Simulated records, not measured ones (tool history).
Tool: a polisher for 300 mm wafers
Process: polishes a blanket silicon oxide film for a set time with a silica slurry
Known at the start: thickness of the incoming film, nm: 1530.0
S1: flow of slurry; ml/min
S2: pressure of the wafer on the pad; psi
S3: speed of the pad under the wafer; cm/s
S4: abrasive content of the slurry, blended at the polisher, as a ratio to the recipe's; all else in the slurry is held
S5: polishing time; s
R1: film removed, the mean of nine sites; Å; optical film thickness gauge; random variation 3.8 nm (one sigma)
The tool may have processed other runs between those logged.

run,hour,S1,S2,S3,S4,S5,R1
1,0,135,4.5,92,1,85,1893
2,6.8,115,4.5,92,1,85,1842.8
3,11.2,115,4.5,102,1,85,1969.4
4,16.1,120,5,102,1,85,2185.3
5,20.1,125,5.5,102,1,85,2457.8
6,21.3,150,5.5,102,1,85,2460.6
7,21.9,150,5.8,102,1,85,2599.3

Expected results for the next run?
8,30.4,150,6.1,102,1,85,?

{"run 8": {"R1": 2756}}
